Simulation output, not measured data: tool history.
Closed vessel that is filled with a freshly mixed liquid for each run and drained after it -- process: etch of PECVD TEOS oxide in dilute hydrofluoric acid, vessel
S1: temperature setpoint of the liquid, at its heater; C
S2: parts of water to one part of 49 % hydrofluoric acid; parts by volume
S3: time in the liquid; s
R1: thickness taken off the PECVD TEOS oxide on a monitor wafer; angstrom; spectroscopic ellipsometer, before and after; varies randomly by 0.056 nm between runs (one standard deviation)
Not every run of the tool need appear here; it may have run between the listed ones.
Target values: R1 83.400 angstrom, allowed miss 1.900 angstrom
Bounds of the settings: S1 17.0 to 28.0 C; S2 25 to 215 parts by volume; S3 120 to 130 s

{"run": 1, "hour": 0.0, "S1": 20.0, "S2": 120, "S3": 120, "R1": 136.22}
{"run": 2, "hour": 5.8, "S1": 20.0, "S2": 160, "S3": 120, "R1": 97.841}
{"run": 3, "hour": 8.8, "S1": 19.5, "S2": 160, "S3": 120, "R1": 95.025}
{"run": 4, "hour": 15.4, "S1": 22.5, "S2": 160, "S3": 120, "R1": 107.82}
{"run": 5, "hour": 20.6, "S1": 22.5, "S2": 160, "S3": 130, "R1": 116.95}
{"run": 6, "hour": 28.5, "S1": 21.5, "S2": 165, "S3": 130, "R1": 108.92}
{"run": 7, "hour": 37.8, "S1": 21.0, "S2": 165, "S3": 130, "R1": 105.1}
{"run": 8, "hour": 41.9, "S1": 20.5, "S2": 165, "S3": 130, "R1": 103.11}
{"run": 9, "hour": 48.5, "S1": 20.0, "S2": 165, "S3": 130, "R1": 100.88}
{"run": 10, "hour": 49.3, "S1": 19.5, "S2": 165, "S3": 130, "R1": 100.35}
{"run": 11, "hour": 51.0, "S1": 19.0, "S2": 165, "S3": 130, "R1": 97.755}
{"run": 12, "hour": 54.6, "S1": 18.5, "S2": 165, "S3": 130, "R1": 95.874}
{"run": 13, "hour": 56.6, "S1": 17.5, "S2": 170, "S3": 130, "R1": 89.452}

Exactly one of the 5 candidate moves below puts every result within its allowed miss. Which one?
{"run": "A", "hour": 58.6, "S1": 17.0, "S2": 170, "S3": 125, "R1": "?"}
{"run": "B", "hour": 58.6, "S1": 17.0, "S2": 145, "S3": 120, "R1": "?"}
{"run": "C", "hour": 58.6, "S1": 17.0, "S2": 155, "S3": 120, "R1": "?"}
{"run": "D", "hour": 58.6, "S1": 20.0, "S2": 185, "S3": 130, "R1": "?"}
{"run": "E", "hour": 58.6, "S1": 17.0, "S2": 140, "S3": 120, "R1": "?"}

move=A R1=84.205
move=B R1=97.078
move=C R1=89.939
move=D R1=89.353
move=E R1=101.040
A: each result inside its tolerance
B: moves away from the targets compared with the last run
C: moves away from the targets compared with the last run
D: no nearer and no further than the last run
E: moves away from the targets compared with the last run
Answer: A

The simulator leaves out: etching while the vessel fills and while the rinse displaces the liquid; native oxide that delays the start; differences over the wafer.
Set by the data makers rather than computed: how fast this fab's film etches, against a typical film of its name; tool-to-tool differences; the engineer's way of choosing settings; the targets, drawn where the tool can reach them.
